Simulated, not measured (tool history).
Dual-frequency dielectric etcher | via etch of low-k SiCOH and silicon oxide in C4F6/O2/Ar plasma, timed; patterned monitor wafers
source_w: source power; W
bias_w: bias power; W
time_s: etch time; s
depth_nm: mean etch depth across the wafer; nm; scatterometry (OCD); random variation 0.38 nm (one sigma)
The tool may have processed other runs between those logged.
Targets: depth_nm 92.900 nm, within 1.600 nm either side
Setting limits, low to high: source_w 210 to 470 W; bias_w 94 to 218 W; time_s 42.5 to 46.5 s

| run | hour | source_w | bias_w | time_s | depth_nm |
|---|---|---|---|---|---|
| 1 | 0.0 | 340 | 156 | 46.5 | 109.910 |
| 2 | 4.4 | 370 | 156 | 46.5 | 112.880 |
| 3 | 10.0 | 340 | 148 | 46.5 | 108.160 |
| 4 | 10.8 | 310 | 142 | 46.5 | 104.780 |
|  | 16.9 | source power generator calibrated |
| 5 | 16.9 | 290 | 135 | 46.5 | 102.590 |
| 6 | 23.1 | 280 | 128 | 46.0 | 99.561 |
| 7 | 28.1 | 280 | 128 | 46.0 | 99.419 |
| 8 | 29.2 | 270 | 125 | 46.0 | 98.049 |
| 9 | 33.2 | 260 | 123 | 46.0 | 96.849 |
| 10 | 39.9 | 250 | 122 | 46.0 | 94.944 |
| 11 | 45.2 | 250 | 121 | 46.0 | 95.835 |
| 12 | 45.8 | 240 | 120 | 46.0 | 94.742 |

Exactly one of the 5 candidate moves below puts every result within its allowed miss. Which one?
| A | 46.4 | 250 | 156 | 44.0 | ? |
| B | 46.4 | 250 | 108 | 46.0 | ? |
| C | 46.4 | 280 | 120 | 45.5 | ? |
| D | 46.4 | 210 | 125 | 44.5 | ? |
| E | 46.4 | 240 | 119 | 43.0 | ? |

| move | depth_nm |
|---|---|
| A | 97.517 |
| B | 93.173 |
| C | 96.969 |
| D | 89.800 |
| E | 88.264 |
A: moves away from the targets compared with the last run
B: all results in spec
C: moves away from the targets compared with the last run
D: takes the result that was furthest off past its target
E: takes the result that was furthest off past its target
So the answer is move B, the one that meets all the targets.
